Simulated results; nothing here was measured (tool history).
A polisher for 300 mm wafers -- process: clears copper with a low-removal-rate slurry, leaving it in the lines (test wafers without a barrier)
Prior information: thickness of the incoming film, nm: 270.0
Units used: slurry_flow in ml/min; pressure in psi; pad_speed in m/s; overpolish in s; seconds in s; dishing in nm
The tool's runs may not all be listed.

run	hour	slurry_flow	pressure	pad_speed	slurry_solids	overpolish	seconds	dishing
1	0.0	225	2.6	0.88	1.0	19	99.330	33.259
2	3.8	225	2.6	1.02	1.0	19	84.670	36.275
3	12.1	225	3.0	1.02	1.0	19	75.900	41.395
4	20.3	225	2.8	1.00	1.0	19	82.493	38.608
5	26.4	225	2.8	1.22	1.0	19	69.115	45.594
6	27.7	225	2.8	1.02	1.0	19	78.719	39.141
7	31.4	225	2.6	1.00	1.0	19	87.518	36.533
8	39.2	225	2.4	0.98	1.0	19	93.812	34.266
9	48.2	225	2.3	0.96	1.0	19	101.590	32.400
10	53.8	225	2.2	0.94	1.0	19	106.480	30.155

Run 11 has not been measured yet. What should we expect?
11	62.1	225	2.1	0.92	1.0	19	?	?

seconds: 115.450 s
dishing: 28.171 nm

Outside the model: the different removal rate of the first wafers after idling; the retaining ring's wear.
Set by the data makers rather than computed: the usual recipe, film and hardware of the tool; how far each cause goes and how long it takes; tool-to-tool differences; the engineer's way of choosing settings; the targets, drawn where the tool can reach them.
